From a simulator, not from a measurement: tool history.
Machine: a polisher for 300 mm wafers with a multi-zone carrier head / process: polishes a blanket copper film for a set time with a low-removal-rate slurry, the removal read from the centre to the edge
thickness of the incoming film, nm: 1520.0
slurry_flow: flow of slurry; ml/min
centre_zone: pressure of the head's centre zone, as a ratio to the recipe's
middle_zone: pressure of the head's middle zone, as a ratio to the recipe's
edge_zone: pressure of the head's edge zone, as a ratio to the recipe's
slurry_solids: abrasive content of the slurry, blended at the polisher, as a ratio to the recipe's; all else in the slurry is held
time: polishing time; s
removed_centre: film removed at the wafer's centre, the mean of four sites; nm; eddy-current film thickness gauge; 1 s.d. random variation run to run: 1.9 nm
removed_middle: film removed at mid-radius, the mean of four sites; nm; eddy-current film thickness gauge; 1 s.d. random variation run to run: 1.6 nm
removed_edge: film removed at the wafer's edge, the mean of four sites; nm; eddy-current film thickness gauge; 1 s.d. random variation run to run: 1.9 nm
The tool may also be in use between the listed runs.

Run 1, hour 0: slurry_flow 120 ml/min, centre_zone 1, middle_zone 1, edge_zone 1, slurry_solids 1, time 73 s. Result: removed_centre 221.65 nm, removed_middle 228.27 nm, removed_edge 220.35 nm.
Run 2, hour 8.2: slurry_flow 115 ml/min, centre_zone 0.99, middle_zone 0.97, edge_zone 0.97, slurry_solids 0.85, time 71 s. Result: removed_centre 205.7 nm, removed_middle 207.81 nm, removed_edge 207.55 nm.
Run 3, hour 15.1: slurry_flow 115 ml/min, centre_zone 0.99, middle_zone 0.97, edge_zone 0.97, slurry_solids 1.05, time 71 s. Result: removed_centre 214.66 nm, removed_middle 220.78 nm, removed_edge 218.64 nm.
Run 4, hour 19.1: slurry_flow 115 ml/min, centre_zone 0.99, middle_zone 0.92, edge_zone 0.97, slurry_solids 1.05, time 71 s. Result: removed_centre 212.7 nm, removed_middle 205.97 nm, removed_edge 217.29 nm.
Run 5, hour 21.1: slurry_flow 115 ml/min, centre_zone 0.99, middle_zone 0.93, edge_zone 0.95, slurry_solids 0.9, time 67 s. Result: removed_centre 192.18 nm, removed_middle 191.16 nm, removed_edge 197.39 nm.
Run 6, hour 21.7: slurry_flow 115 ml/min, centre_zone 0.99, middle_zone 0.93, edge_zone 1.03, slurry_solids 0.9, time 67 s. Result: removed_centre 192.02 nm, removed_middle 192.12 nm, removed_edge 203.57 nm.
Run 7, hour 27.2: slurry_flow 115 ml/min, centre_zone 1, middle_zone 0.94, edge_zone 1, slurry_solids 0.8, time 65 s. Result: removed_centre 187.22 nm, removed_middle 183.42 nm, removed_edge 190.11 nm.
Run 8, hour 27.8: slurry_flow 110 ml/min, centre_zone 1, middle_zone 0.94, edge_zone 0.98, slurry_solids 0.7, time 64 s. Result: removed_centre 177.7 nm, removed_middle 172.59 nm, removed_edge 177.24 nm.
Run 9, hour 36.2: slurry_flow 105 ml/min, centre_zone 1, middle_zone 0.94, edge_zone 0.97, slurry_solids 0.7, time 64 s. Result: removed_centre 172.57 nm, removed_middle 168.47 nm, removed_edge 175.06 nm.
Run 10, hour 42.1: slurry_flow 100 ml/min, centre_zone 1.01, middle_zone 0.95, edge_zone 0.95, slurry_solids 0.7, time 64 s. Result: removed_centre 170.29 nm, removed_middle 168.85 nm, removed_edge 171.39 nm.

Run 11 comes next. What will it give?
Run 11, hour 42.9: slurry_flow 95 ml/min, centre_zone 1.02, middle_zone 0.95, edge_zone 0.94, slurry_solids 0.7, time 64 s. Result: removed_centre ?, removed_middle ?, removed_edge ?.

removed_centre: 167.86 nm
removed_middle: 166.35 nm
removed_edge: 167.38 nm

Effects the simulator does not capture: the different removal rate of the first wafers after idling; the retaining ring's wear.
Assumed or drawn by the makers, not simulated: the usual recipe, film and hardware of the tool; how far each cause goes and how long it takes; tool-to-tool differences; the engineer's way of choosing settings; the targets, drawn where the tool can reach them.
